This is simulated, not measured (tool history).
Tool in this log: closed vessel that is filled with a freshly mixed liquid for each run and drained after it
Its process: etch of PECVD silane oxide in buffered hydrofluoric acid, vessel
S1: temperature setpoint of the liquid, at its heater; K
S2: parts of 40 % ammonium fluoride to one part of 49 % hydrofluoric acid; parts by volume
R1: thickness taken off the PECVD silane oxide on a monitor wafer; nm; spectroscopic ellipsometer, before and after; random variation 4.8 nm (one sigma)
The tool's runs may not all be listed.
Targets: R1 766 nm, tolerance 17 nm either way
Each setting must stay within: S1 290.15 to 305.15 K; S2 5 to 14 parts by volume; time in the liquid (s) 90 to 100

Run 1, hour 0: S1 297.15 K, S2 8.5 parts by volume, time in the liquid (s) 90. Result: R1 479.55 nm.
Run 2, hour 5.4: S1 299.65 K, S2 8.5 parts by volume, time in the liquid (s) 90. Result: R1 548.18 nm.
Run 3, hour 12.3: S1 301.15 K, S2 8.5 parts by volume, time in the liquid (s) 90. Result: R1 602.85 nm.
Run 4, hour 18.5: S1 301.15 K, S2 8.5 parts by volume, time in the liquid (s) 90. Result: R1 596.65 nm.
Run 5, hour 19.6: S1 302.15 K, S2 8.5 parts by volume, time in the liquid (s) 90. Result: R1 628.29 nm.
Run 6, hour 28.5: S1 302.15 K, S2 8.5 parts by volume, time in the liquid (s) 100. Result: R1 697.33 nm.
Run 7, hour 33.6: S1 302.65 K, S2 8.5 parts by volume, time in the liquid (s) 100. Result: R1 716.44 nm.
At hour 35.4: hydrofluoric acid flow meter replaced.
Run 8, hour 35.4: S1 303.15 K, S2 8.5 parts by volume, time in the liquid (s) 100. Result: R1 646.73 nm.
Run 9, hour 40.2: S1 303.65 K, S2 8 parts by volume, time in the liquid (s) 100. Result: R1 728.03 nm.
Run 10, hour 45.4: S1 304.15 K, S2 8 parts by volume, time in the liquid (s) 100. Result: R1 736.69 nm.

Consider the 4 candidate settings below. Which is the only one whose results all fall within their allowed miss of target?
Run A, hour 50.6: S1 304.15 K, S2 8 parts by volume, time in the liquid (s) 95. Result: R1 ?.
Run B, hour 50.6: S1 303.15 K, S2 7 parts by volume, time in the liquid (s) 90. Result: R1 ?.
Run C, hour 50.6: S1 296.65 K, S2 5 parts by volume, time in the liquid (s) 100. Result: R1 ?.
Run D, hour 50.6: S1 300.65 K, S2 7 parts by volume, time in the liquid (s) 100. Result: R1 ?.

move      R1
   A  699.66
   B   726.6
   C  760.49
   D  707.54
A: its largest miss is bigger than the last run's
B: its largest miss is bigger than the last run's
C: meets every target
D: its largest miss is bigger than the last run's
Go with C: it meets all targets.

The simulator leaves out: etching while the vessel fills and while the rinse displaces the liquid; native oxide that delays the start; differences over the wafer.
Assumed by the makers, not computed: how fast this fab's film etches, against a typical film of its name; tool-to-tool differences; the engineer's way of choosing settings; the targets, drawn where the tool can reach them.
